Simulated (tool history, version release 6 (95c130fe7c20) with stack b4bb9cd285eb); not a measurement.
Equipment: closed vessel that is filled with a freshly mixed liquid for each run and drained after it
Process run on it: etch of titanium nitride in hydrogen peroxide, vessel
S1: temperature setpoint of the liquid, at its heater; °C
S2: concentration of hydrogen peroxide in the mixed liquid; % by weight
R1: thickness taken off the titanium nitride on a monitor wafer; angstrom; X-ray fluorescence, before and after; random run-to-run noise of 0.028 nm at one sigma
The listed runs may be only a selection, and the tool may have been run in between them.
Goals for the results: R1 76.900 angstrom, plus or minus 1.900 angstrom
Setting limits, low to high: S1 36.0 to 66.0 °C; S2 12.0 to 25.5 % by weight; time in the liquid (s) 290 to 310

Run 1, hour 0.0: S1 52.0 °C, S2 17.5 % by weight, time in the liquid (s) 290. Result: R1 176.860 angstrom.
Run 2, hour 8.3: S1 49.0 °C, S2 17.5 % by weight, time in the liquid (s) 290. Result: R1 141.540 angstrom.
Run 3, hour 12.6: S1 45.5 °C, S2 17.5 % by weight, time in the liquid (s) 290. Result: R1 109.770 angstrom.
Run 4, hour 15.6: S1 45.5 °C, S2 17.5 % by weight, time in the liquid (s) 290. Result: R1 110.070 angstrom.
Run 5, hour 21.4: S1 44.5 °C, S2 17.5 % by weight, time in the liquid (s) 290. Result: R1 102.320 angstrom.
Run 6, hour 22.4: S1 43.5 °C, S2 17.5 % by weight, time in the liquid (s) 290. Result: R1 94.589 angstrom.
Run 7, hour 23.3: S1 43.0 °C, S2 17.5 % by weight, time in the liquid (s) 290. Result: R1 92.045 angstrom.
Run 8, hour 27.9: S1 42.5 °C, S2 17.5 % by weight, time in the liquid (s) 290. Result: R1 88.010 angstrom.

Of the 4 settings listed for the next run, only one would bring every result within its allowed miss of target. Which one?
Run A, hour 32.5: S1 40.5 °C, S2 15.5 % by weight, time in the liquid (s) 305. Result: R1 ?.
Run B, hour 32.5: S1 44.0 °C, S2 19.0 % by weight, time in the liquid (s) 310. Result: R1 ?.
Run C, hour 32.5: S1 42.5 °C, S2 19.0 % by weight, time in the liquid (s) 305. Result: R1 ?.
Run D, hour 32.5: S1 40.5 °C, S2 20.0 % by weight, time in the liquid (s) 310. Result: R1 ?.

move       R1
   A   77.105
   B  106.700
   C   93.760
   D   82.731
A: every result within its allowed miss
B: the biggest miss grows against the last run
C: the biggest miss grows against the last run
D: closes in on the targets versus the last run, not all within tolerance yet
So the answer is move A, the one that meets all the targets.
